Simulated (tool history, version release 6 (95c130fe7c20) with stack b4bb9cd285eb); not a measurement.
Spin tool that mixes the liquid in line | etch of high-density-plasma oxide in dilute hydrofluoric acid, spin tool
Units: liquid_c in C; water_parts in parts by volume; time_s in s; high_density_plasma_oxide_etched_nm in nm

run,hour,liquid_c,water_parts,time_s,high_density_plasma_oxide_etched_nm
1,0.0,22.0,295,60,1.2771
2,4.9,22.0,220,60,1.8896
3,13.5,22.0,275,60,1.3987
4,18.9,21.5,285,60,1.3439
5,19.9,23.0,285,60,1.3974
6,23.0,22.0,290,60,1.3271
7,28.8,21.5,295,60,1.2541
8,30.3,21.0,300,60,1.2243
9,36.8,20.5,305,60,1.1847
10,42.5,20.0,310,60,1.1542
11,46.7,20.0,310,60,1.1288

Run 12 comes next. What will it give?
12,49.1,19.5,315,60,?

Run 12 gave high_density_plasma_oxide_etched_nm 1.0928 nm.

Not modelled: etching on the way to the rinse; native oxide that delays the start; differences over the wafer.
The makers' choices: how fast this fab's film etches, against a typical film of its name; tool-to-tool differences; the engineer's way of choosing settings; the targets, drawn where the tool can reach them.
